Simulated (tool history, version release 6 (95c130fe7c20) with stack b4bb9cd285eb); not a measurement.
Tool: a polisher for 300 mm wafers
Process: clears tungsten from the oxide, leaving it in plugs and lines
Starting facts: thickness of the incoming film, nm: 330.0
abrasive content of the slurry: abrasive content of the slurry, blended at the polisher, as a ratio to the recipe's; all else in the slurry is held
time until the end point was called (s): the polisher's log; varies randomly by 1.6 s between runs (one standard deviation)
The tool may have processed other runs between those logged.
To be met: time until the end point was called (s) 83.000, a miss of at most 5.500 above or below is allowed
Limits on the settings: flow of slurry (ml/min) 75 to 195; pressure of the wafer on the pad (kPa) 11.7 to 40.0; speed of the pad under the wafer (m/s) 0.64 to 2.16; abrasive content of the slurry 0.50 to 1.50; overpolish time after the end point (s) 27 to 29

run	hour	flow of slurry (ml/min)	pressure of the wafer on the pad (kPa)	speed of the pad under the wafer (m/s)	abrasive content of the slurry	overpolish time after the end point (s)	time until the end point was called (s)
1	0.0	125	25.5	1.40	1.00	27	55.880
2	8.7	125	24.1	1.38	1.00	27	61.788
3	9.5	125	23.4	1.38	1.00	27	59.662
4	14.2	125	22.1	1.36	1.00	27	62.799
5	22.2	125	20.7	1.34	1.00	27	68.119
6	27.6	150	20.7	1.34	1.00	27	66.966
7	29.7	150	20.0	1.34	1.00	27	69.158
8	32.8	150	19.3	1.34	1.00	27	68.782
9	34.4	150	18.6	1.34	1.00	27	70.408
10	40.2	150	17.9	1.34	1.00	27	70.466
11	41.3	150	17.2	1.32	1.00	27	73.024

Pick the move, out of 4, that brings all results within their allowed miss; only one does.
A	42.4	155	17.9	1.48	0.85	27	?
B	42.4	150	18.6	1.04	1.15	27	?
C	42.4	140	13.1	1.02	1.00	27	?
D	42.4	150	22.8	0.76	1.05	27	?

move	time until the end point was called (s)
A	66.293
B	82.911
C	103.670
D	96.636
A: misses by more than the last run did
B: hits every target within its allowed miss
C: pushes the last run's worst result past its target
D: pushes the last run's worst result past its target
Answer: B
